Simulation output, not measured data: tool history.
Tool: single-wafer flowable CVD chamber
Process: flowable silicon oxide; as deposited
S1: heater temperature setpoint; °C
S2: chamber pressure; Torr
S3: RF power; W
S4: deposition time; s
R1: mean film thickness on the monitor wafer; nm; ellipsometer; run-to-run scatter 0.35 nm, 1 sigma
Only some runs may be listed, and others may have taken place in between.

Run 1, hour 0.0: S1 105 °C, S2 0.768 Torr, S3 1780 W, S4 338 s. Result: R1 179.12 nm.
Run 2, hour 7.0: S1 105 °C, S2 0.661 Torr, S3 1780 W, S4 338 s. Result: R1 155.19 nm.
Run 3, hour 12.0: S1 107 °C, S2 0.661 Torr, S3 1780 W, S4 338 s. Result: R1 143.42 nm.
Run 4, hour 17.2: S1 112 °C, S2 0.661 Torr, S3 1780 W, S4 338 s. Result: R1 119.70 nm.
Run 5, hour 20.3: S1 112 °C, S2 0.744 Torr, S3 1780 W, S4 338 s. Result: R1 134.30 nm.
Run 6, hour 27.4: S1 113 °C, S2 0.744 Torr, S3 1780 W, S4 338 s. Result: R1 129.86 nm.

Forecast run 7:
Run 7, hour 28.5: S1 114 °C, S2 0.744 Torr, S3 1780 W, S4 338 s. Result: R1 ?.

{"run 7": {"R1": 124.11}}

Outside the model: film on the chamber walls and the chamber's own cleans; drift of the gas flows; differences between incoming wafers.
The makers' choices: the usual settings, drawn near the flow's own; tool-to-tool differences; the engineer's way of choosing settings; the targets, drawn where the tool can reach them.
